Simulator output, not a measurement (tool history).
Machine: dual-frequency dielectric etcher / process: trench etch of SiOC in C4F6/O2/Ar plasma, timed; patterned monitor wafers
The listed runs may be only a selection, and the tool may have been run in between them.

| run | hour | source power (kW) | bias power (kW) | etch time (s) | mean etch depth across the wafer (nm) |
|---|---|---|---|---|---|
| 1 | 0 | 0.47 | 0.19 | 30 | 61.321 |
| 2 | 1.5 | 0.47 | 0.19 | 30 | 61.485 |
| 3 | 7.7 | 0.54 | 0.19 | 30 | 65.257 |
| 4 | 15.6 | 0.47 | 0.18 | 30 | 61.341 |
|  | 23.4 | wet clean of the chamber |
| 5 | 23.4 | 0.47 | 0.18 | 30 | 64.195 |
| 6 | 25.1 | 0.47 | 0.18 | 30 | 64.207 |
| 7 | 30.7 | 0.42 | 0.198 | 30 | 62.591 |
| 8 | 37.8 | 0.38 | 0.175 | 30 | 58.314 |
| 9 | 40.3 | 0.35 | 0.158 | 30 | 54.878 |
| 10 | 47.3 | 0.33 | 0.152 | 30 | 54.231 |

Run 11 is up next; what results do you expect?
| 11 | 50.7 | 0.32 | 0.144 | 30 | ? |

Logged for run 11: mean etch depth across the wafer (nm) 52.846.
